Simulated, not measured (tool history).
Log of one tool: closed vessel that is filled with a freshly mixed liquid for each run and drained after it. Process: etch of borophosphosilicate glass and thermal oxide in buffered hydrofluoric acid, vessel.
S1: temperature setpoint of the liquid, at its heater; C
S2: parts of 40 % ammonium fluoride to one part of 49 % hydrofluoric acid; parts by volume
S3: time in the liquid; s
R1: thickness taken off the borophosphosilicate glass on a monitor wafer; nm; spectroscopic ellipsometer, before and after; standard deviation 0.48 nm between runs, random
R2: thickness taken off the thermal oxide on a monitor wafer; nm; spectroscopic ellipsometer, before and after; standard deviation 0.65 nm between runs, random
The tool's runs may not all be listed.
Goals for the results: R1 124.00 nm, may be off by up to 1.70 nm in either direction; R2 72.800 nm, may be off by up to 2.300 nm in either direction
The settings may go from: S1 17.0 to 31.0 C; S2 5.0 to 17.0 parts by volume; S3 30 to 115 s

{"run": 1, "day": 0.0, "S1": 23.0, "S2": 10.5, "S3": 60, "R1": 105.78, "R2": 61.069}
{"run": 2, "day": 0.125, "S1": 23.5, "S2": 10.5, "S3": 60, "R1": 108.93, "R2": 63.434}
{"run": 3, "day": 0.362, "S1": 23.5, "S2": 10.5, "S3": 85, "R1": 153.71, "R2": 90.107}
{"run": 4, "day": 0.462, "S1": 22.5, "S2": 10.5, "S3": 85, "R1": 145.99, "R2": 85.835}
{"run": 5, "day": 0.779, "S1": 22.0, "S2": 10.5, "S3": 85, "R1": 141.65, "R2": 83.679}
{"run": 6, "day": 0.933, "S1": 22.0, "S2": 7.5, "S3": 85, "R1": 194.98, "R2": 115.11}
{"run": 7, "day": 1.246, "S1": 21.0, "S2": 8.0, "S3": 85, "R1": 171.98, "R2": 99.402}
{"run": 8, "day": 1.375, "S1": 20.0, "S2": 8.0, "S3": 85, "R1": 161.86, "R2": 93.831}
{"run": 9, "day": 1.55, "S1": 19.5, "S2": 8.0, "S3": 85, "R1": 158.5, "R2": 90.976}
{"run": 10, "day": 1.804, "S1": 19.0, "S2": 8.5, "S3": 85, "R1": 142.77, "R2": 83.492}
{"run": 11, "day": 2.175, "S1": 17.0, "S2": 8.5, "S3": 85, "R1": 127.37, "R2": 73.185}
{"run": 12, "day": 2.325, "S1": 17.0, "S2": 9.0, "S3": 85, "R1": 120.78, "R2": 71.183}

Exactly one of the 5 candidate moves below puts every result within its allowed miss. Which one?
{"run": "A", "day": 2.475, "S1": 17.0, "S2": 10.0, "S3": 90, "R1": "?", "R2": "?"}
{"run": "B", "day": 2.475, "S1": 17.0, "S2": 11.0, "S3": 100, "R1": "?", "R2": "?"}
{"run": "C", "day": 2.475, "S1": 18.0, "S2": 8.0, "S3": 70, "R1": "?", "R2": "?"}
{"run": "D", "day": 2.475, "S1": 17.5, "S2": 10.5, "S3": 95, "R1": "?", "R2": "?"}
{"run": "E", "day": 2.475, "S1": 17.0, "S2": 10.5, "S3": 95, "R1": "?", "R2": "?"}

move=A R1=119.17 R2=70.230
move=B R1=120.56 R2=71.109
move=C R1=119.36 R2=70.222
move=D R1=123.31 R2=72.735
move=E R1=119.89 R2=70.690
A: misses by more than the last run did
B: misses by more than the last run did
C: misses by more than the last run did
D: all results land within tolerance of their targets
E: misses by more than the last run did
Move D is the one to make.
